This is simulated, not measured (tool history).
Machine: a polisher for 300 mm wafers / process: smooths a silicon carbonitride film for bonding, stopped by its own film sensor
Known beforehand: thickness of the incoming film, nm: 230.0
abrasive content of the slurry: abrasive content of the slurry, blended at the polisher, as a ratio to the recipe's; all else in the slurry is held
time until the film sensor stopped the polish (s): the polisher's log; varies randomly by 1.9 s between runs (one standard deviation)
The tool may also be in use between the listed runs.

| run | day | flow of slurry (ml/min) | pressure of the wafer on the pad (kPa) | speed of the pad under the wafer (cm/s) | abrasive content of the slurry | target thickness at which the film sensor stops the polish (Å) | time until the film sensor stopped the polish (s) |
|---|---|---|---|---|---|---|---|
| 1 | 0 | 235 | 11 | 88 | 1 | 2160 | 75.411 |
| 2 | 0.254 | 235 | 11 | 88 | 1.1 | 2160 | 73.821 |
| 3 | 0.429 | 200 | 11 | 88 | 1.1 | 2160 | 73.605 |
| 4 | 0.575 | 200 | 10.3 | 84 | 1.1 | 2160 | 82.607 |
| 5 | 0.683 | 200 | 9.7 | 82 | 1.1 | 2160 | 87.029 |
| 6 | 0.725 | 200 | 12.4 | 82 | 1.1 | 2160 | 72.765 |

What will run 7 give?
| 7 | 0.762 | 200 | 11 | 78 | 1.1 | 2160 | ? |

time until the film sensor stopped the polish (s): 82.299
